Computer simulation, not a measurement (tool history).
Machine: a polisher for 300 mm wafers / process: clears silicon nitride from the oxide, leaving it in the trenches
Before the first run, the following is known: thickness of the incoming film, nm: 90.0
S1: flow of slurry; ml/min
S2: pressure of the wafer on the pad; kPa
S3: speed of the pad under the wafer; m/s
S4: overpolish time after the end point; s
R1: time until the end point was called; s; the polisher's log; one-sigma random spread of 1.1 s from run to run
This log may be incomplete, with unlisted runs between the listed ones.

{"run": 1, "hour": 0.0, "S1": 190, "S2": 20, "S3": 1.24, "S4": 5, "R1": 98.023}
{"run": 2, "hour": 3.7, "S1": 190, "S2": 20.7, "S3": 1.24, "S4": 5, "R1": 91.514}
{"run": 3, "hour": 6.3, "S1": 155, "S2": 20.7, "S3": 1.24, "S4": 5, "R1": 99.309}
{"run": 4, "hour": 9.1, "S1": 115, "S2": 20.7, "S3": 1.24, "S4": 5, "R1": 99.76}
{"run": 5, "hour": 10.1, "S1": 115, "S2": 21.4, "S3": 1.24, "S4": 5, "R1": 99.997}
{"run": 6, "hour": 18.9, "S1": 115, "S2": 22.1, "S3": 1.24, "S4": 5, "R1": 93.599}
{"run": 7, "hour": 21.8, "S1": 115, "S2": 22.8, "S3": 1.24, "S4": 5, "R1": 91.916}
{"run": 8, "hour": 30.5, "S1": 115, "S2": 28.3, "S3": 1.3, "S4": 5, "R1": 71.917}

What does the tool deliver on the next run?
{"run": 9, "hour": 33.4, "S1": 115, "S2": 29, "S3": 1.3, "S4": 5, "R1": "?"}

{"run 9": {"R1": 72.314}}
